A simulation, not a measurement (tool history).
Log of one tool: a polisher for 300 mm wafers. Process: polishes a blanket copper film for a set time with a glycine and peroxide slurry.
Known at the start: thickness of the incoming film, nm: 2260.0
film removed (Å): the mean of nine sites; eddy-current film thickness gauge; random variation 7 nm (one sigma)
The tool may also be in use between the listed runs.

run	hour	flow of slurry (ml/min)	pressure of the wafer on the pad (kPa)	speed of the pad under the wafer (cm/s)	polishing time (s)	film removed (Å)
1	0	315	22.1	94	95	6403.2
2	3	315	22.1	94	100	6712.4
3	3.6	315	20.7	94	100	6479.1
4	8.7	315	24.8	94	100	7402.1
5	9.5	315	23.4	92	100	6974.6
6	11.2	315	23.4	92	100	7043.1
7	19.6	315	22.1	92	100	6775.3
8	20.3	315	20.7	90	100	6290.8

The next listed run, before its measurement:
9	21.3	315	14.5	86	100	?

film removed (Å): 4767.1
